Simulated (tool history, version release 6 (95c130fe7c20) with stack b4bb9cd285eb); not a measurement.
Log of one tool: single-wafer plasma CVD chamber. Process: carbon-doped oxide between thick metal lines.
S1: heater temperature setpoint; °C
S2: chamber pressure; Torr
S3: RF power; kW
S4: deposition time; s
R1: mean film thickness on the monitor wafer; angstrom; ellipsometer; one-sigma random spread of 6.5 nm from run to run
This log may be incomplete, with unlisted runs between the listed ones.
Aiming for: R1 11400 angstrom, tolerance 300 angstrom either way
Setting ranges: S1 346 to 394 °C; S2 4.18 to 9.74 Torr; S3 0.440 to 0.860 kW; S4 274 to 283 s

{"run": 1, "hour": 0.0, "S1": 370, "S2": 6.96, "S3": 0.65, "S4": 274, "R1": 14211}
{"run": 2, "hour": 8.8, "S1": 372, "S2": 6.8, "S3": 0.605, "S4": 274, "R1": 13225}
{"run": 3, "hour": 14.6, "S1": 372, "S2": 7.79, "S3": 0.605, "S4": 274, "R1": 13442}
{"run": 4, "hour": 18.0, "S1": 372, "S2": 8.72, "S3": 0.605, "S4": 274, "R1": 13425}
{"run": 5, "hour": 22.6, "S1": 372, "S2": 7.89, "S3": 0.605, "S4": 274, "R1": 13235}
{"run": 6, "hour": 23.2, "S1": 374, "S2": 7.87, "S3": 0.585, "S4": 274, "R1": 12842}
{"run": 7, "hour": 24.0, "S1": 376, "S2": 7.82, "S3": 0.575, "S4": 274, "R1": 12783}
{"run": 8, "hour": 27.2, "S1": 377, "S2": 7.8, "S3": 0.555, "S4": 274, "R1": 12333}
{"run": 9, "hour": 29.0, "S1": 378, "S2": 7.77, "S3": 0.545, "S4": 274, "R1": 12089}
{"run": 10, "hour": 36.0, "S1": 382, "S2": 7.42, "S3": 0.49, "S4": 274, "R1": 10764}
{"run": 11, "hour": 44.3, "S1": 382, "S2": 7.42, "S3": 0.49, "S4": 274, "R1": 10835}
{"run": 12, "hour": 52.9, "S1": 381, "S2": 7.58, "S3": 0.545, "S4": 276, "R1": 12040}
{"run": 13, "hour": 60.1, "S1": 381, "S2": 7.56, "S3": 0.54, "S4": 276, "R1": 11967}
{"run": 14, "hour": 60.9, "S1": 381, "S2": 7.55, "S3": 0.535, "S4": 276, "R1": 11912}
{"hour": 67.1, "done": "RF generator calibrated"}
{"run": 15, "hour": 67.1, "S1": 381, "S2": 7.55, "S3": 0.53, "S4": 276, "R1": 12401}
{"run": 16, "hour": 72.8, "S1": 381, "S2": 7.55, "S3": 0.53, "S4": 276, "R1": 12324}
{"run": 17, "hour": 73.8, "S1": 379, "S2": 7.51, "S3": 0.525, "S4": 276, "R1": 12330}
{"run": 18, "hour": 78.3, "S1": 381, "S2": 7.33, "S3": 0.44, "S4": 274, "R1": 10183}

5 next moves are on the table. One of them brings every result within its allowed miss. Which?
{"run": "A", "hour": 82.8, "S1": 394, "S2": 8.38, "S3": 0.52, "S4": 277, "R1": "?"}
{"run": "B", "hour": 82.8, "S1": 381, "S2": 7.65, "S3": 0.5, "S4": 283, "R1": "?"}
{"run": "C", "hour": 82.8, "S1": 377, "S2": 7.54, "S3": 0.505, "S4": 283, "R1": "?"}
{"run": "D", "hour": 82.8, "S1": 381, "S2": 8.54, "S3": 0.47, "S4": 283, "R1": "?"}
{"run": "E", "hour": 82.8, "S1": 394, "S2": 7.43, "S3": 0.45, "S4": 278, "R1": "?"}

move=A R1=12083
move=B R1=12175
move=C R1=12377
move=D R1=11496
move=E R1=10430
A: takes the biggest miss from the last run beyond its target
B: takes the biggest miss from the last run beyond its target
C: takes the biggest miss from the last run beyond its target
D: every result within its allowed miss
E: nearer than the last run, and not there yet
The move that meets every target is D.
